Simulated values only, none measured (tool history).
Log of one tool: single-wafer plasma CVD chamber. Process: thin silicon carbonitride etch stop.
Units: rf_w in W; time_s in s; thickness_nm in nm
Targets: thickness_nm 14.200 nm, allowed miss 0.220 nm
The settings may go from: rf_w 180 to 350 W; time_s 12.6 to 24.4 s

{"run": 1, "day": 0.0, "rf_w": 265, "time_s": 18.5, "thickness_nm": 11.621}
{"run": 2, "day": 0.196, "rf_w": 305, "time_s": 18.5, "thickness_nm": 12.147}
{"run": 3, "day": 0.433, "rf_w": 280, "time_s": 18.5, "thickness_nm": 11.779}
{"run": 4, "day": 0.688, "rf_w": 280, "time_s": 16.2, "thickness_nm": 10.249}
{"run": 5, "day": 0.762, "rf_w": 295, "time_s": 17.4, "thickness_nm": 11.281}
{"run": 6, "day": 0.792, "rf_w": 310, "time_s": 18.2, "thickness_nm": 11.969}
{"run": 7, "day": 0.917, "rf_w": 320, "time_s": 18.9, "thickness_nm": 12.638}
{"run": 8, "day": 1.096, "rf_w": 325, "time_s": 19.3, "thickness_nm": 12.92}
{"run": 9, "day": 1.258, "rf_w": 330, "time_s": 19.7, "thickness_nm": 13.306}

4 next moves are on the table. One of them brings every result within its allowed miss. Which?
{"run": "A", "day": 1.421, "rf_w": 315, "time_s": 22.2, "thickness_nm": "?"}
{"run": "B", "day": 1.421, "rf_w": 340, "time_s": 21.5, "thickness_nm": "?"}
{"run": "C", "day": 1.421, "rf_w": 350, "time_s": 20.7, "thickness_nm": "?"}
{"run": "D", "day": 1.421, "rf_w": 330, "time_s": 18.4, "thickness_nm": "?"}

move=A thickness_nm=14.702
move=B thickness_nm=14.610
move=C thickness_nm=14.204
move=D thickness_nm=12.379
A: takes the result that was furthest off past its target
B: takes the result that was furthest off past its target
C: meets every target
D: further off than the last run
The right move is C.
